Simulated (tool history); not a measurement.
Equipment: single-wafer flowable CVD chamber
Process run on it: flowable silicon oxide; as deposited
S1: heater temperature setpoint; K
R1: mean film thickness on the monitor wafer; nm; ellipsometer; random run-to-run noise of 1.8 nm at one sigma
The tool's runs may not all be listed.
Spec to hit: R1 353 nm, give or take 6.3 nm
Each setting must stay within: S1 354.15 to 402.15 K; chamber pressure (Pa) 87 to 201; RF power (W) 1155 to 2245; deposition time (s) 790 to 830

Run 1, hour 0: S1 378.15 K, chamber pressure (Pa) 144, RF power (W) 1700, deposition time (s) 830. Result: R1 629.27 nm.
Run 2, hour 7.8: S1 378.15 K, chamber pressure (Pa) 144, RF power (W) 1700, deposition time (s) 790. Result: R1 600.37 nm.
Run 3, hour 12.1: S1 378.15 K, chamber pressure (Pa) 133, RF power (W) 1700, deposition time (s) 790. Result: R1 553.9 nm.
Run 4, hour 20.7: S1 378.15 K, chamber pressure (Pa) 133, RF power (W) 1700, deposition time (s) 830. Result: R1 585.22 nm.
Run 5, hour 22: S1 378.15 K, chamber pressure (Pa) 133, RF power (W) 1700, deposition time (s) 830. Result: R1 582.06 nm.
Run 6, hour 28.9: S1 374.15 K, chamber pressure (Pa) 133, RF power (W) 1700, deposition time (s) 830. Result: R1 661.92 nm.
Run 7, hour 33.1: S1 377.15 K, chamber pressure (Pa) 133, RF power (W) 1700, deposition time (s) 830. Result: R1 600.96 nm.
Run 8, hour 39.2: S1 379.15 K, chamber pressure (Pa) 133, RF power (W) 1700, deposition time (s) 830. Result: R1 569 nm.
Run 9, hour 40.1: S1 381.15 K, chamber pressure (Pa) 133, RF power (W) 1700, deposition time (s) 830. Result: R1 534.42 nm.
Run 10, hour 41: S1 383.15 K, chamber pressure (Pa) 133, RF power (W) 1700, deposition time (s) 830. Result: R1 504.79 nm.
Run 11, hour 45.8: S1 385.15 K, chamber pressure (Pa) 133, RF power (W) 1700, deposition time (s) 830. Result: R1 475.67 nm.
Run 12, hour 49.1: S1 387.15 K, chamber pressure (Pa) 133, RF power (W) 1700, deposition time (s) 830. Result: R1 449.85 nm.

Pick the move, out of 4, that brings all results within their allowed miss; only one does.
Run A, hour 52.4: S1 380.15 K, chamber pressure (Pa) 131, RF power (W) 1565, deposition time (s) 820. Result: R1 ?.
Run B, hour 52.4: S1 393.15 K, chamber pressure (Pa) 129, RF power (W) 1725, deposition time (s) 790. Result: R1 ?.
Run C, hour 52.4: S1 398.15 K, chamber pressure (Pa) 159, RF power (W) 1790, deposition time (s) 790. Result: R1 ?.
Run D, hour 52.4: S1 392.15 K, chamber pressure (Pa) 135, RF power (W) 1790, deposition time (s) 810. Result: R1 ?.

move      R1
   A  523.15
   B  352.72
   C  380.64
   D  391.02
A: moves away from the targets compared with the last run
B: all results in spec
C: closes in on the targets versus the last run, not all within tolerance yet
D: closes in on the targets versus the last run, not all within tolerance yet
Go with B: it meets all targets.

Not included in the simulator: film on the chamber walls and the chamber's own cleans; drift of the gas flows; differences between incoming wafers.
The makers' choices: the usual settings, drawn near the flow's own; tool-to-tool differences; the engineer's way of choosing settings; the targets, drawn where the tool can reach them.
